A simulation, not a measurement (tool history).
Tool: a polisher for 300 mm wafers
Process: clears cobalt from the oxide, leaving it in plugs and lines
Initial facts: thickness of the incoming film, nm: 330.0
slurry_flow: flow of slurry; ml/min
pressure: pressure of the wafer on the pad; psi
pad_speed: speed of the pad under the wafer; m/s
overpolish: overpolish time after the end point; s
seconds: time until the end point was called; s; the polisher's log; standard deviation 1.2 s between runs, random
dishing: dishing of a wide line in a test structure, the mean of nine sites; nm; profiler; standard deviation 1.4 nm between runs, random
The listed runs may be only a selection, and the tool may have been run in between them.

run 1 hour=0 | slurry_flow=180 pressure=2.2 pad_speed=1.26 overpolish=26 | seconds=54.244 dishing=67.81
run 2 hour=2.2 | slurry_flow=180 pressure=2.2 pad_speed=0.96 overpolish=26 | seconds=73.251 dishing=60.201
run 3 hour=5.4 | slurry_flow=180 pressure=2.2 pad_speed=0.96 overpolish=17 | seconds=73.633 dishing=50.403
run 4 hour=11.1 | slurry_flow=180 pressure=2.2 pad_speed=0.96 overpolish=12 | seconds=71.887 dishing=40.296
run 5 hour=16.5 | slurry_flow=180 pressure=2.1 pad_speed=0.96 overpolish=14 | seconds=75.638 dishing=42.622
run 6 hour=18.7 | slurry_flow=180 pressure=2.6 pad_speed=0.96 overpolish=14 | seconds=61.017 dishing=50.582
run 7 hour=26.4 | slurry_flow=180 pressure=2.5 pad_speed=0.94 overpolish=17 | seconds=64.026 dishing=52.134
run 8 hour=29.5 | slurry_flow=180 pressure=2.4 pad_speed=0.94 overpolish=19 | seconds=66.967 dishing=54.742

What does the tool deliver on the next run?
run 9 hour=38.1 | slurry_flow=180 pressure=2.3 pad_speed=0.92 overpolish=21 | seconds=? dishing=?

Run 9 measured seconds 70.731 s, dishing 55.124 nm.

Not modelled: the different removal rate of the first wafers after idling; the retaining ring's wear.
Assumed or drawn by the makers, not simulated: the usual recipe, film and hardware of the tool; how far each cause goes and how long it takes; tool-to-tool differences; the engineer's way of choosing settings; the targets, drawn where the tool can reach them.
